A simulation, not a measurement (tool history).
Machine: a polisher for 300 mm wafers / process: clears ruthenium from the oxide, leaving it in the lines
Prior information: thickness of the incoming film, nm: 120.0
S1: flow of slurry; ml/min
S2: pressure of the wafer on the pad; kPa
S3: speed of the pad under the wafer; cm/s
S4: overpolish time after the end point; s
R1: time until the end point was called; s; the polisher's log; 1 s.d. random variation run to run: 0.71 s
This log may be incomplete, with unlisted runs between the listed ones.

| run | hour | S1 | S2 | S3 | S4 | R1 |
|---|---|---|---|---|---|---|
| 1 | 0.0 | 255 | 13.1 | 116 | 15 | 82.103 |
| 2 | 7.2 | 255 | 14.5 | 116 | 15 | 79.831 |
| 3 | 8.7 | 200 | 14.5 | 116 | 15 | 81.070 |
| 4 | 10.1 | 200 | 15.9 | 116 | 15 | 75.829 |
| 5 | 13.6 | 205 | 16.5 | 120 | 15 | 74.113 |
| 6 | 20.1 | 205 | 16.5 | 120 | 15 | 72.360 |

Run 7 comes next. What will it give?
| 7 | 27.1 | 210 | 17.2 | 126 | 15 | ? |

{"run 7": {"R1": 67.019}}
